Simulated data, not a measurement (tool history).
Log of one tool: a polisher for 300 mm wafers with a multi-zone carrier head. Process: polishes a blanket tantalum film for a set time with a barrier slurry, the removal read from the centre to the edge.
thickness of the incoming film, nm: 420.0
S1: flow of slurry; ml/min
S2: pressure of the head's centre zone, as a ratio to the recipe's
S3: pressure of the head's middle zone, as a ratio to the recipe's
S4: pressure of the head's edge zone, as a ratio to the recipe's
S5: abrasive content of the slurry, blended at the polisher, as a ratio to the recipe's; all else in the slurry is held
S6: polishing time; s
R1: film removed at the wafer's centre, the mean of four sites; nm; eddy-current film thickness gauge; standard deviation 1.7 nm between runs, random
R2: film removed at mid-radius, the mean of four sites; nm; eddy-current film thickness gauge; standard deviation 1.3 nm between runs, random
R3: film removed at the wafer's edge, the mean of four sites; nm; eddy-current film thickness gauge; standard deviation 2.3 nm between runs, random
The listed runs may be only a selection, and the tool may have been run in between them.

run 1 hour=0 | S1=255 S2=1 S3=1 S4=1 S5=1 S6=69 | R1=154.37 R2=153.67 R3=164.15
run 2 hour=5.2 | S1=255 S2=0.94 S3=1 S4=1 S5=1 S6=69 | R1=144.88 R2=154.38 R3=157.07
run 3 hour=13.8 | S1=250 S2=0.95 S3=0.98 S4=1 S5=1 S6=69 | R1=146.36 R2=152.16 R3=156.23
run 4 hour=14.8 | S1=250 S2=0.95 S3=0.98 S4=1 S5=1 S6=54 | R1=115.11 R2=120.58 R3=121.83
run 5 hour=23.3 | S1=275 S2=0.95 S3=0.98 S4=1 S5=1 S6=54 | R1=118.01 R2=120.68 R3=125.1
run 6 hour=29.5 | S1=290 S2=0.98 S3=1 S4=1.02 S5=1.05 S6=54 | R1=121.6 R2=125.54 R3=124.71
run 7 hour=37.1 | S1=270 S2=0.99 S3=0.97 S4=1.03 S5=1.1 S6=56 | R1=127.96 R2=126.67 R3=133.94

The next listed run, before its measurement:
run 8 hour=42.8 | S1=260 S2=1.01 S3=0.97 S4=1.05 S5=1.15 S6=57 | R1=? R2=? R3=?

Run 8 came out at R1 135.18 nm, R2 129.67 nm, R3 137.03 nm.

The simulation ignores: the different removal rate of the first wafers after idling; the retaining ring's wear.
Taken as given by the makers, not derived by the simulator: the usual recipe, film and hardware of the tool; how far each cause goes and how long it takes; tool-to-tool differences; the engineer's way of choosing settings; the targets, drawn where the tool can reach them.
